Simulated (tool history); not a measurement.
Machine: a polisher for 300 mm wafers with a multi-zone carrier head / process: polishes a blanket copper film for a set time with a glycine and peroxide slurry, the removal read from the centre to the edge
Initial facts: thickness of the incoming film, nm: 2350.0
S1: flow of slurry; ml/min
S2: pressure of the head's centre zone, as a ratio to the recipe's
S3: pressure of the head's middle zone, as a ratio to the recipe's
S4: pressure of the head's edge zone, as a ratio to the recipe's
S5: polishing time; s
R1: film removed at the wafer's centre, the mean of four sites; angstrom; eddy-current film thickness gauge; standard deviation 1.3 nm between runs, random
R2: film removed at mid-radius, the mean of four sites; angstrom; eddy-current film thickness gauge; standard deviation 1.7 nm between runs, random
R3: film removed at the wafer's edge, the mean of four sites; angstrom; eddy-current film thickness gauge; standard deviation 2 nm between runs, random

run 1 hour=0.0 | S1=310 S2=1.00 S3=1.00 S4=1.00 S5=58 | R1=2996.0 R2=3034.2 R3=3012.2
run 2 hour=3.8 | S1=310 S2=1.08 S3=1.00 S4=1.00 S5=58 | R1=3219.8 R2=2984.1 R3=3012.6
run 3 hour=11.7 | S1=300 S2=1.04 S3=0.97 S4=1.01 S5=56 | R1=3034.8 R2=2799.6 R3=2904.1
run 4 hour=13.4 | S1=300 S2=1.04 S3=0.97 S4=1.01 S5=68 | R1=3661.7 R2=3419.7 R3=3588.3
run 5 hour=21.2 | S1=300 S2=1.04 S3=0.97 S4=1.01 S5=76 | R1=4108.3 R2=3802.6 R3=4015.0
run 6 hour=29.7 | S1=290 S2=1.00 S3=0.94 S4=1.01 S5=70 | R1=3612.8 R2=3416.6 R3=3735.4
run 7 hour=35.1 | S1=285 S2=0.97 S3=0.92 S4=1.00 S5=65 | R1=3242.3 R2=3113.1 R3=3405.2
run 8 hour=38.5 | S1=285 S2=0.97 S3=0.92 S4=1.00 S5=65 | R1=3234.5 R2=3146.8 R3=3393.6

Expected results for the next run?
run 9 hour=46.3 | S1=285 S2=0.97 S3=0.92 S4=1.00 S5=65 | R1=? R2=? R3=?

Run 9 yielded R1 3246.2 angstrom, R2 3108.1 angstrom, R3 3384.4 angstrom.
